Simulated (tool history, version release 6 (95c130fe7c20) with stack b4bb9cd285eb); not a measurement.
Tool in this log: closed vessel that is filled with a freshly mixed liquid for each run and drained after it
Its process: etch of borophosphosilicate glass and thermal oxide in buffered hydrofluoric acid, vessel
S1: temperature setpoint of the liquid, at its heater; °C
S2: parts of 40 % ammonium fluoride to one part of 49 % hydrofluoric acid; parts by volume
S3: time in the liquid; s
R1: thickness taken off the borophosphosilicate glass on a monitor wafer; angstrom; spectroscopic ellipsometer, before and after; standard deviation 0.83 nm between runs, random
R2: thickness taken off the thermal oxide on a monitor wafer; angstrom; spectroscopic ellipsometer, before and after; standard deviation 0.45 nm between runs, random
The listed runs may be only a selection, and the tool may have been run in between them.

run    day    S1    S2  S3      R1      R2
  1      0    20    14  60  464.22  356.38
  2  0.025  17.5    14  60  402.36  306.88
  3  0.196    20  13.5  60  480.12  368.33
  4  0.233    20  10.5  60  613.14  472.72
  5  0.275    20    14  60  461.98   354.2
  6  0.454    22  13.5  60  525.68  413.03
  7  0.779    23  12.5  60  613.16  468.58
  8  1.075    24    12  60  652.59  518.78
  9  1.396  24.5  11.5  60  705.61  549.69
 10  1.575  25.5  11.5  60  748.34   584.2
 11  1.842    26  11.5  60  776.33  601.59
 12  2.017  26.5  11.5  60  800.99   612.7

Forecast run 13:
 13  2.304  27  11.5  60   ?   ?

{"run 13": {"R1": 819.76, "R2": 632.46}}
